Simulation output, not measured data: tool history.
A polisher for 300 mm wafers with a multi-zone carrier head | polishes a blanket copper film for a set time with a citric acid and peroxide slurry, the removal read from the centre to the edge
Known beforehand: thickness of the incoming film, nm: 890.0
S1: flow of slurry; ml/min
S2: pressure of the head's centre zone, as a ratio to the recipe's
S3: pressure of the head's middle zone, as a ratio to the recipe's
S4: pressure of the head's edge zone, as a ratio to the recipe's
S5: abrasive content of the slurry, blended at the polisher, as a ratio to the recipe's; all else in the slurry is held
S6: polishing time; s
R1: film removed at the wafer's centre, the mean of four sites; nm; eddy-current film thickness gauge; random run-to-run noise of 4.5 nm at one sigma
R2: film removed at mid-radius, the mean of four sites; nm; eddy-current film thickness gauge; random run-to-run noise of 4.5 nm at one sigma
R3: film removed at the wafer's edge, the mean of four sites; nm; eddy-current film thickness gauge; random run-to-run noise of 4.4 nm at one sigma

run  hour   S1    S2    S3    S4   S5   S6      R1      R2      R3
  1     0  155     1     1     1    1   89  261.78  288.46  278.69
  2   0.6  155     1  1.06     1    1   89  256.07  296.59  277.37
  3   7.4  160  1.01  1.07  1.02  1.1   90  265.78  312.18  290.88
  4  10.3  160  1.01  1.07  1.02  1.1  100  304.25  348.19  329.08
  5  11.8  160  1.01  1.01  1.02  1.1  100  303.79  327.16   329.3
     18.8  -- centre zone pressure recalibrated
  6  18.8  160  1.01  1.08  1.02  1.1  100  339.59  352.54  329.84

The next listed run, before its measurement:
  7  26.6  160  1.01  1.08  1.02  1.1  100   ?   ?   ?

Run 7 gave R1 333.38 nm, R2 354.94 nm, R3 323.79 nm.
